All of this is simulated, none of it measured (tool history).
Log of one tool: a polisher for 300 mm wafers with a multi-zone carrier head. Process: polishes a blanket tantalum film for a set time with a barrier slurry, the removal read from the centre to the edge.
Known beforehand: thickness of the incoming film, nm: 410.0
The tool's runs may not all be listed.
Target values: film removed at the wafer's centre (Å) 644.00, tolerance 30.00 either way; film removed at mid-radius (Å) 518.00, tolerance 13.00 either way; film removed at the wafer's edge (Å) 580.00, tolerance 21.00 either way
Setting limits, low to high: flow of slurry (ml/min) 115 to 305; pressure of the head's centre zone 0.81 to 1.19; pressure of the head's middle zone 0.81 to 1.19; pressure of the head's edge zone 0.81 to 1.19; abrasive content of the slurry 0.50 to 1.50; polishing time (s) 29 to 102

| run | hour | flow of slurry (ml/min) | pressure of the head's centre zone | pressure of the head's middle zone | pressure of the head's edge zone | abrasive content of the slurry | polishing time (s) | film removed at the wafer's centre (Å) | film removed at mid-radius (Å) | film removed at the wafer's edge (Å) |
|---|---|---|---|---|---|---|---|---|---|---|
| 1 | 0.0 | 195 | 1.00 | 1.00 | 1.00 | 1.00 | 65 | 965.21 | 1015.90 | 1022.20 |
| 2 | 5.6 | 195 | 0.93 | 1.00 | 1.00 | 1.00 | 65 | 911.29 | 1020.30 | 1022.30 |
| 3 | 13.5 | 195 | 0.93 | 1.00 | 1.00 | 1.00 | 56 | 788.05 | 875.38 | 886.91 |
| 4 | 19.0 | 195 | 0.89 | 1.00 | 1.00 | 1.00 | 56 | 747.01 | 871.49 | 892.27 |
| 5 | 22.2 | 150 | 0.89 | 1.00 | 1.00 | 1.00 | 56 | 723.84 | 834.81 | 855.51 |
| 6 | 29.0 | 140 | 0.94 | 0.95 | 0.97 | 0.85 | 53 | 681.47 | 714.51 | 754.77 |
| 7 | 30.3 | 135 | 0.98 | 0.91 | 0.94 | 0.75 | 52 | 646.55 | 648.40 | 676.63 |
| 8 | 37.5 | 130 | 1.02 | 0.88 | 0.95 | 0.70 | 51 | 647.54 | 590.54 | 662.99 |
| 9 | 44.8 | 130 | 1.04 | 0.86 | 0.93 | 0.65 | 51 | 632.94 | 559.03 | 633.15 |
| 10 | 49.1 | 125 | 1.12 | 0.82 | 0.83 | 0.65 | 51 | 666.15 | 531.61 | 594.84 |

Below are 4 possible settings for the next run. Only one of them brings all results inside the allowed miss of their targets. Which is it?
| A | 53.4 | 150 | 1.08 | 0.84 | 0.94 | 0.75 | 47 | ? | ? | ? |
| B | 53.4 | 125 | 1.11 | 0.82 | 0.83 | 0.55 | 54 | ? | ? | ? |
| C | 53.4 | 135 | 1.19 | 0.85 | 0.81 | 0.75 | 47 | ? | ? | ? |
| D | 53.4 | 130 | 1.13 | 0.91 | 0.81 | 0.70 | 47 | ? | ? | ? |

| move | film removed at the wafer's centre (Å) | film removed at mid-radius (Å) | film removed at the wafer's edge (Å) |
|---|---|---|---|
| A | 654.13 | 544.07 | 633.52 |
| B | 642.00 | 511.67 | 579.99 |
| C | 706.61 | 541.25 | 587.81 |
| D | 648.32 | 552.60 | 567.49 |
A: the biggest miss grows against the last run
B: each result inside its tolerance
C: the biggest miss grows against the last run
D: the biggest miss grows against the last run
Go with B: it meets all targets.

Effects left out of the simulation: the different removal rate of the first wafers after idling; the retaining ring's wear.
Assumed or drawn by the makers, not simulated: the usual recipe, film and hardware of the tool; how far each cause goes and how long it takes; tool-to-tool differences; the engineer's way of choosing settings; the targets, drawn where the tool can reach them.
